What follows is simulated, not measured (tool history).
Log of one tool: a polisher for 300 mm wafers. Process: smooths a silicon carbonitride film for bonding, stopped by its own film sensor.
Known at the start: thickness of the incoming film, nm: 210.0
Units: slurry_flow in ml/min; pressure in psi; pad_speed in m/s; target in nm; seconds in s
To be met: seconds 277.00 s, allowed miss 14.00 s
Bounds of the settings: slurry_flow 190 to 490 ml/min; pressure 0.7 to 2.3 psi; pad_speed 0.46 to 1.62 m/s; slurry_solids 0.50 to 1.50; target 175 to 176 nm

Run 1, hour 0.0: slurry_flow 315 ml/min, pressure 1.5 psi, pad_speed 1.04 m/s, slurry_solids 1.00, target 176 nm. Result: seconds 151.54 s.
Run 2, hour 8.8: slurry_flow 315 ml/min, pressure 1.5 psi, pad_speed 1.04 m/s, slurry_solids 0.80, target 176 nm. Result: seconds 159.90 s.
Run 3, hour 11.3: slurry_flow 315 ml/min, pressure 1.4 psi, pad_speed 1.04 m/s, slurry_solids 0.80, target 176 nm. Result: seconds 169.63 s.
Run 4, hour 16.9: slurry_flow 315 ml/min, pressure 1.3 psi, pad_speed 1.04 m/s, slurry_solids 0.80, target 176 nm. Result: seconds 179.14 s.
Run 5, hour 23.8: slurry_flow 315 ml/min, pressure 1.3 psi, pad_speed 1.18 m/s, slurry_solids 0.80, target 176 nm. Result: seconds 163.18 s.
Run 6, hour 27.3: slurry_flow 315 ml/min, pressure 1.3 psi, pad_speed 1.18 m/s, slurry_solids 0.90, target 176 nm. Result: seconds 151.66 s.
Run 7, hour 28.1: slurry_flow 315 ml/min, pressure 0.9 psi, pad_speed 0.90 m/s, slurry_solids 0.85, target 176 nm. Result: seconds 238.51 s.
Run 8, hour 29.5: slurry_flow 315 ml/min, pressure 0.9 psi, pad_speed 0.90 m/s, slurry_solids 0.85, target 176 nm. Result: seconds 242.77 s.

5 next moves are on the table. One of them brings every result within its allowed miss. Which?
Run A, hour 30.9: slurry_flow 365 ml/min, pressure 0.9 psi, pad_speed 0.80 m/s, slurry_solids 0.70, target 176 nm. Result: seconds ?.
Run B, hour 30.9: slurry_flow 235 ml/min, pressure 1.4 psi, pad_speed 0.88 m/s, slurry_solids 0.90, target 175 nm. Result: seconds ?.
Run C, hour 30.9: slurry_flow 305 ml/min, pressure 1.0 psi, pad_speed 0.84 m/s, slurry_solids 0.85, target 175 nm. Result: seconds ?.
Run D, hour 30.9: slurry_flow 330 ml/min, pressure 1.0 psi, pad_speed 0.84 m/s, slurry_solids 0.80, target 176 nm. Result: seconds ?.
Run E, hour 30.9: slurry_flow 295 ml/min, pressure 1.0 psi, pad_speed 0.86 m/s, slurry_solids 0.90, target 175 nm. Result: seconds ?.

move  seconds
   A   276.04
   B   194.95
   C   244.93
   D   241.25
   E   236.42
A: meets every target
B: further off than the last run
C: nearer than the last run, and not there yet
D: as far off as the last run
E: further off than the last run
The right move is A.
